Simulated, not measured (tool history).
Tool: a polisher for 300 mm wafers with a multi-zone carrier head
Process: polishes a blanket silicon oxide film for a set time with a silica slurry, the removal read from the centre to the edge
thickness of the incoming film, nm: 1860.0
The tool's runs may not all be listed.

run  hour  flow of slurry (ml/min)  pressure of the head's centre zone  pressure of the head's middle zone  pressure of the head's edge zone  abrasive content of the slurry  polishing time (s)  film removed at the wafer's centre (nm)  film removed at mid-radius (nm)  film removed at the wafer's edge (nm)
  1   0.0                      285                                1.00                                1.00                              1.00                            1.00                  74                                   219.54                           226.09                                 215.53
  2   6.1                      285                                0.99                                1.00                              0.98                            0.90                  73                                   208.61                           214.49                                 203.70
  3  14.4                      285                                0.99                                1.00                              0.98                            0.75                  73                                   190.55                           200.10                                 191.69
  4  23.0                      285                                0.99                                1.00                              0.98                            0.60                  73                                   173.91                           184.97                                 173.99
  5  27.8                      285                                1.03                                1.00                              0.98                            0.60                  73                                   190.91                           186.71                                 173.54
  6  29.6                      285                                1.03                                1.00                              0.98                            0.50                  73                                   175.24                           172.08                                 163.54

Run 7 comes next. What will it give?
  7  36.4                      280                                1.02                                1.00                              0.97                            0.50                  73                                        ?                                ?                                      ?

Run 7 gave film removed at the wafer's centre (nm) 171.63, film removed at mid-radius (nm) 170.65, film removed at the wafer's edge (nm) 165.21.

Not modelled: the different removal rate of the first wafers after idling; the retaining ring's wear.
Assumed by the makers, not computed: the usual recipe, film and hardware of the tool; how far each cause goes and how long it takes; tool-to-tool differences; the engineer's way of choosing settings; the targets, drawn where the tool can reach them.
